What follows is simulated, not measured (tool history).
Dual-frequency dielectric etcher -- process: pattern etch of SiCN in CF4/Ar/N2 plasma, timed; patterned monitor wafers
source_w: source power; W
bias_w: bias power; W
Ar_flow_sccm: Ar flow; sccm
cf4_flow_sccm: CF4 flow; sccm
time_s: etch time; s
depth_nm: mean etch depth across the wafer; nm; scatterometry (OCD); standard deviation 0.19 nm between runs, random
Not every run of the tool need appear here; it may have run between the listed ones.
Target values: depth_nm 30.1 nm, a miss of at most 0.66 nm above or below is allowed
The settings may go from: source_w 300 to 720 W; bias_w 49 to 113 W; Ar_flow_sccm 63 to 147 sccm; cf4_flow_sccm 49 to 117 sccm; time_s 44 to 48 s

run  hour  source_w  bias_w  Ar_flow_sccm  cf4_flow_sccm  time_s  depth_nm
  1     0       510      81           105             83      48    47.422
  2   6.3       480      78           106             82      48    44.169
  3   9.1       450      76           107             82      48    41.958
  4  17.8       430      73           108             81      48    39.904
  5  21.7       430      73           108             95      48    40.341
  6  29.9       430      73           108            102      48      40.4
  7  37.1       410      71           109            102      48    38.543
  8  42.7       390      69           110            102      48    36.535
  9  51.1       380      68           110            102      48    35.734
 10    53       370      67           110            102      48    34.821
 11  61.3       360      67           110            102      48    34.029
 12  69.8       350      67           110            102      48    33.278
 13  78.2       340      67           110            102      48    32.806
 14  80.9       330      67           110            102      48    31.828

Consider the 5 candidate settings below. Which is the only one whose results all fall within their allowed miss of target?
  A  83.6       310      80           123            101    44.5         ?
  B  83.6       350      73            88             86      45         ?
  C  83.6       340      62           123            108      48         ?
  D  83.6       340      70           133            110      47         ?
  E  83.6       340      68           128            102      48         ?

move  depth_nm
   A    29.803
   B     32.64
   C     31.04
   D    31.724
   E    31.844
A: each result inside its tolerance
B: further off than the last run
C: nearer than the last run, and not there yet
D: nearer than the last run, and not there yet
E: just as far off the targets as the last run
The right move is A.
